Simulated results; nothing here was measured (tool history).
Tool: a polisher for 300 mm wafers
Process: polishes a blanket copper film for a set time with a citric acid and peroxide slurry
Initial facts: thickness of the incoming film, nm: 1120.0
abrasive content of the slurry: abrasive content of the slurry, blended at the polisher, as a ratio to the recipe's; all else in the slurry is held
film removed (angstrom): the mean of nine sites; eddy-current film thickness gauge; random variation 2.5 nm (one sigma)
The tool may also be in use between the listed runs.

run    day  flow of slurry (ml/min)  pressure of the wafer on the pad (psi)  speed of the pad under the wafer (m/s)  abrasive content of the slurry  polishing time (s)  film removed (angstrom)
  1      0                      140                                       3                                    1.14                               1                 119                   3043.1
  2  0.354                      150                                     3.1                                    1.14                               1                 119                   3119.2
  3  0.708                      150                                     3.2                                    1.14                               1                 119                   3220.1
  4  1.004                      150                                     3.3                                    1.14                               1                 119                   3303.4
  5  1.225                      140                                     3.3                                    1.14                               1                 119                   3246.1
  6  1.283                      140                                     2.6                                    1.14                               1                 119                   2586.6
  7  1.533                      150                                     2.9                                    1.14                               1                 119                   2954.4
  8  1.775                      165                                       3                                    1.14                               1                 119                   3034.7

Forecast run 9:
  9  2.012                      165                                     3.2                                    1.14                               1                 119                        ?

Run 9 measured film removed (angstrom) 3256.
